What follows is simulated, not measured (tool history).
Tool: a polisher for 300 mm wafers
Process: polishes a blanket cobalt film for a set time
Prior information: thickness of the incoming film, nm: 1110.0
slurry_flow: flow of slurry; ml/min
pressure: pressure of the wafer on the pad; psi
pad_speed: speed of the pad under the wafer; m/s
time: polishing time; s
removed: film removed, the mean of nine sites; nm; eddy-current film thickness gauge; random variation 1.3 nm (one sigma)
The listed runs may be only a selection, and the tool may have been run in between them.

run  hour  slurry_flow  pressure  pad_speed  time  removed
  1   0.0          210       2.2       1.22    34   239.27
  2   7.0          210       1.9       1.20    34   206.89
  3  15.3          210       1.9       1.06    34   187.08
  4  20.7          210       1.7       1.06    34   171.01
  5  27.6          210       1.7       1.18    34   188.07
  6  34.8          210       1.7       1.18    34   185.42
  7  35.5          210       1.7       1.18    34   185.41
  8  40.3          210       1.5       1.16    34   163.69

Run 9 has not been measured yet. What should we expect?
  9  44.7          210       1.4       1.16    34        ?

{"run 9": {"removed": 156.15}}
